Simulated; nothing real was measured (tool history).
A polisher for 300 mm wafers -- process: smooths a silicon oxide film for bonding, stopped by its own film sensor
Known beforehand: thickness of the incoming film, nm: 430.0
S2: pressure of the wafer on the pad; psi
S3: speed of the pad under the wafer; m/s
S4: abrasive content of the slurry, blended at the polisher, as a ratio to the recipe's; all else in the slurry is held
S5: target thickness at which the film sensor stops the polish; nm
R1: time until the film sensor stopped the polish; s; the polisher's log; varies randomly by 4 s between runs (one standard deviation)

{"run": 1, "hour": 0.0, "flow of slurry (ml/min)": 165, "S2": 1.7, "S3": 0.78, "S4": 1, "S5": 349, "R1": 170.61}
{"run": 2, "hour": 9.0, "flow of slurry (ml/min)": 165, "S2": 1.6, "S3": 0.74, "S4": 1, "S5": 349, "R1": 191.05}
{"run": 3, "hour": 15.3, "flow of slurry (ml/min)": 165, "S2": 1.6, "S3": 0.74, "S4": 1, "S5": 349, "R1": 190.96}
{"run": 4, "hour": 21.7, "flow of slurry (ml/min)": 165, "S2": 1.5, "S3": 0.72, "S4": 1, "S5": 349, "R1": 207.67}
{"hour": 27.9, "done": "worn pad replaced by a new one"}
{"run": 5, "hour": 27.9, "flow of slurry (ml/min)": 165, "S2": 1.5, "S3": 0.6, "S4": 1, "S5": 349, "R1": 221.56}
{"run": 6, "hour": 34.3, "flow of slurry (ml/min)": 165, "S2": 1.4, "S3": 0.58, "S4": 1, "S5": 349, "R1": 241.73}
{"run": 7, "hour": 36.7, "flow of slurry (ml/min)": 165, "S2": 1.3, "S3": 0.56, "S4": 1, "S5": 349, "R1": 261.81}
{"run": 8, "hour": 38.7, "flow of slurry (ml/min)": 165, "S2": 1.2, "S3": 0.54, "S4": 1, "S5": 349, "R1": 291.82}
{"run": 9, "hour": 47.0, "flow of slurry (ml/min)": 165, "S2": 1.1, "S3": 0.54, "S4": 1, "S5": 349, "R1": 319.82}
{"run": 10, "hour": 54.8, "flow of slurry (ml/min)": 165, "S2": 1.1, "S3": 0.54, "S4": 1, "S5": 349, "R1": 317.59}

Run 11 comes next. What will it give?
{"run": 11, "hour": 57.5, "flow of slurry (ml/min)": 155, "S2": 0.9, "S3": 0.54, "S4": 1, "S5": 349, "R1": "?"}

{"run 11": {"R1": 378.68}}
